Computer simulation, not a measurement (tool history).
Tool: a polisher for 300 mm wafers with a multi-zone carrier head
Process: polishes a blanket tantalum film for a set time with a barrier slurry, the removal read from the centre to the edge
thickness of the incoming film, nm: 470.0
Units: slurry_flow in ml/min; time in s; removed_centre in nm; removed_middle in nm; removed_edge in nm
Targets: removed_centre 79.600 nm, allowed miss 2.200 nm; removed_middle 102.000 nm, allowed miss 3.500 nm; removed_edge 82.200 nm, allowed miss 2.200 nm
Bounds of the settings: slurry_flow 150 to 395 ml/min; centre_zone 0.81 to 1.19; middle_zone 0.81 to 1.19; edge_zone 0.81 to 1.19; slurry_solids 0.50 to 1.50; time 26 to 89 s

run  hour  slurry_flow  centre_zone  middle_zone  edge_zone  slurry_solids  time  removed_centre  removed_middle  removed_edge
  1   0.0          250         1.00         1.00       1.00           1.00    57          97.862          99.792        96.305
  2   6.8          245         0.98         1.02       0.97           0.95    57          95.544         100.430        93.316
  3   9.0          245         0.98         1.02       0.97           1.05    57          98.183         100.210        95.419
  4  16.9          240         0.96         1.04       0.95           1.00    57          94.814         100.670        93.380
  5  24.5          235         0.94         1.06       0.93           0.95    57          90.506         102.670        91.103
  6  27.8          230         0.93         1.07       0.91           0.95    57          90.048         102.340        89.183
  7  30.2          225         0.92         1.08       0.90           0.95    57          88.895         102.980        89.448
  8  36.6          220         0.91         1.09       0.89           0.95    57          87.190         104.970        88.721
  9  45.4          215         0.90         1.09       0.88           0.95    57          85.724         103.300        88.653

5 next moves are on the table. One of them brings every result within its allowed miss. Which?
  A  54.2          285         0.97         1.19       0.81           0.80    53               ?               ?             ?
  B  54.2          200         0.94         1.19       0.81           0.85    55               ?               ?             ?
  C  54.2          215         0.86         1.12       0.82           0.65    61               ?               ?             ?
  D  54.2          200         0.89         0.96       0.94           1.05    60               ?               ?             ?
  E  54.2          165         0.95         0.95       0.85           0.95    66               ?               ?             ?

move  removed_centre  removed_middle  removed_edge
   A          85.151         100.460        77.321
   B          83.177         101.570        78.981
   C          79.687         101.410        82.522
   D          90.706         100.920        97.358
   E         100.240         104.490        97.709
A: takes the result that was furthest off past its target
B: takes the result that was furthest off past its target
C: meets every target
D: further off than the last run
E: further off than the last run
Move C is the one to make.
